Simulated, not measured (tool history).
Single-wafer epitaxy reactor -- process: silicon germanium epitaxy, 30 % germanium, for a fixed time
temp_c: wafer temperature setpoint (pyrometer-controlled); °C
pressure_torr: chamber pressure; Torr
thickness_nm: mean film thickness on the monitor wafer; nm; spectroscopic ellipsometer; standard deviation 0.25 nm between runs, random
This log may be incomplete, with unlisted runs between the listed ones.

{"run": 1, "hour": 0.0, "temp_c": 620, "pressure_torr": 24.6, "thickness_nm": 97.879}
{"run": 2, "hour": 0.8, "temp_c": 626, "pressure_torr": 24.6, "thickness_nm": 108.16}
{"run": 3, "hour": 4.1, "temp_c": 631, "pressure_torr": 24.6, "thickness_nm": 118.04}
{"run": 4, "hour": 9.8, "temp_c": 631, "pressure_torr": 23.0, "thickness_nm": 115.14}
{"run": 5, "hour": 15.2, "temp_c": 631, "pressure_torr": 19.9, "thickness_nm": 109.39}
{"run": 6, "hour": 15.9, "temp_c": 622, "pressure_torr": 19.9, "thickness_nm": 93.896}
{"run": 7, "hour": 18.7, "temp_c": 620, "pressure_torr": 19.8, "thickness_nm": 91.06}

Expected results for the next run?
{"run": 8, "hour": 26.8, "temp_c": 619, "pressure_torr": 19.8, "thickness_nm": "?"}

{"run 8": {"thickness_nm": 89.641}}

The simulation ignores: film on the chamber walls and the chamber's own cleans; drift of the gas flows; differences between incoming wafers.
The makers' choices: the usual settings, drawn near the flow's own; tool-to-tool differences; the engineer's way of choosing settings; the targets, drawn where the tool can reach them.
